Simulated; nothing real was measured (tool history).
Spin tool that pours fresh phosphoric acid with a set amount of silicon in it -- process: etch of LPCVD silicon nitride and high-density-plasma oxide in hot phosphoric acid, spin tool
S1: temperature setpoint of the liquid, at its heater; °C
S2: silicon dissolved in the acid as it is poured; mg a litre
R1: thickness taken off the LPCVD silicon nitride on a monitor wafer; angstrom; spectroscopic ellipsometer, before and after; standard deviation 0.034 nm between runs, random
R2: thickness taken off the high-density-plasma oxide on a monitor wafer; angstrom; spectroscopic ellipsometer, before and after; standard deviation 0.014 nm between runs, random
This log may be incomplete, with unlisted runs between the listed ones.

run 1 hour=0.0 | S1=161.0 S2=22.0 time_under_the_liquid_(s)=55 | R1=57.727 R2=1.11120
run 2 hour=6.8 | S1=160.0 S2=26.0 time_under_the_liquid_(s)=55 | R1=56.006 R2=0.89315
run 3 hour=13.2 | S1=160.0 S2=16.5 time_under_the_liquid_(s)=55 | R1=55.959 R2=1.61530
run 4 hour=20.6 | S1=159.0 S2=22.0 time_under_the_liquid_(s)=55 | R1=53.819 R2=1.13190
run 5 hour=24.6 | S1=157.5 S2=22.0 time_under_the_liquid_(s)=55 | R1=51.590 R2=1.51940
run 6 hour=25.3 | S1=157.5 S2=14.5 time_under_the_liquid_(s)=55 | R1=51.861 R2=0.81137
run 7 hour=26.4 | S1=157.0 S2=11.5 time_under_the_liquid_(s)=55 | R1=50.353 R2=1.85650

Estimate the outcome of run 8 from the log above:
run 8 hour=32.7 | S1=157.0 S2=20.0 time_under_the_liquid_(s)=55 | R1=? R2=?

Run 8 gave R1 50.270 angstrom, R2 1.20510 angstrom.
